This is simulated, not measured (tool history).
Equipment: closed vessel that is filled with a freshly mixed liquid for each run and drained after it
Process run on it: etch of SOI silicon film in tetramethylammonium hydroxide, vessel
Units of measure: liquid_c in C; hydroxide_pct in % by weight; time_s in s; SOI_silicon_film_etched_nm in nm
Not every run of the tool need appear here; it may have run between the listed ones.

{"run": 1, "hour": 0.0, "liquid_c": 67.0, "hydroxide_pct": 12.5, "time_s": 30, "SOI_silicon_film_etched_nm": 160.23}
{"run": 2, "hour": 3.0, "liquid_c": 69.5, "hydroxide_pct": 12.5, "time_s": 30, "SOI_silicon_film_etched_nm": 186.98}
{"run": 3, "hour": 8.6, "liquid_c": 72.5, "hydroxide_pct": 12.5, "time_s": 30, "SOI_silicon_film_etched_nm": 221.08}
{"run": 4, "hour": 14.6, "liquid_c": 70.0, "hydroxide_pct": 12.5, "time_s": 30, "SOI_silicon_film_etched_nm": 191.98}
{"run": 5, "hour": 21.8, "liquid_c": 72.5, "hydroxide_pct": 12.5, "time_s": 30, "SOI_silicon_film_etched_nm": 222.97}
{"run": 6, "hour": 27.3, "liquid_c": 72.5, "hydroxide_pct": 10.0, "time_s": 30, "SOI_silicon_film_etched_nm": 238.77}
{"run": 7, "hour": 28.2, "liquid_c": 72.5, "hydroxide_pct": 10.0, "time_s": 30, "SOI_silicon_film_etched_nm": 239.97}

Run 8 comes next. What will it give?
{"run": 8, "hour": 32.6, "liquid_c": 73.0, "hydroxide_pct": 10.0, "time_s": 30, "SOI_silicon_film_etched_nm": "?"}

Run 8 yielded SOI_silicon_film_etched_nm 247.93 nm.

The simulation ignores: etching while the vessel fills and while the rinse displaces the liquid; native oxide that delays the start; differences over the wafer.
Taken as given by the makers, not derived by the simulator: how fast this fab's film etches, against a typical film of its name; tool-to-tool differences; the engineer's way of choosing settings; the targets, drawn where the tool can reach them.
